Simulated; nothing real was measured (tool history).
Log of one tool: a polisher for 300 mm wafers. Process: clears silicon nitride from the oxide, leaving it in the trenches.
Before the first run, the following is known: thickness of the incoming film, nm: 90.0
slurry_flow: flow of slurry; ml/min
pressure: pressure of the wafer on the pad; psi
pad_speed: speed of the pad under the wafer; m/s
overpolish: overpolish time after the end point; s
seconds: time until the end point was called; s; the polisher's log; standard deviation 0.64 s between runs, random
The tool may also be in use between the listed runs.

Run 1, hour 0: slurry_flow 305 ml/min, pressure 2.8 psi, pad_speed 1.2 m/s, overpolish 6 s. Result: seconds 85.494 s.
Run 2, hour 7.2: slurry_flow 305 ml/min, pressure 2.8 psi, pad_speed 1.2 m/s, overpolish 5 s. Result: seconds 83.787 s.
Run 3, hour 8.5: slurry_flow 305 ml/min, pressure 3.1 psi, pad_speed 1.2 m/s, overpolish 5 s. Result: seconds 78.564 s.
Run 4, hour 10.4: slurry_flow 305 ml/min, pressure 3.3 psi, pad_speed 1.24 m/s, overpolish 5 s. Result: seconds 72.074 s.
Run 5, hour 18.4: slurry_flow 305 ml/min, pressure 3.3 psi, pad_speed 1.48 m/s, overpolish 5 s. Result: seconds 59.317 s.
Run 6, hour 22.5: slurry_flow 305 ml/min, pressure 3.3 psi, pad_speed 1.48 m/s, overpolish 6 s. Result: seconds 60.199 s.
At hour 29.7: slurry nozzle cleaned.
Run 7, hour 29.7: slurry_flow 305 ml/min, pressure 3.4 psi, pad_speed 1.48 m/s, overpolish 6 s. Result: seconds 54.129 s.
Run 8, hour 31.7: slurry_flow 305 ml/min, pressure 3.5 psi, pad_speed 1.48 m/s, overpolish 6 s. Result: seconds 52.964 s.
Run 9, hour 32.8: slurry_flow 305 ml/min, pressure 3.6 psi, pad_speed 1.48 m/s, overpolish 6 s. Result: seconds 52.751 s.

What does the tool deliver on the next run?
Run 10, hour 41.4: slurry_flow 305 ml/min, pressure 3.7 psi, pad_speed 1.48 m/s, overpolish 6 s. Result: seconds ?.

{"run 10": {"seconds": 51.282}}
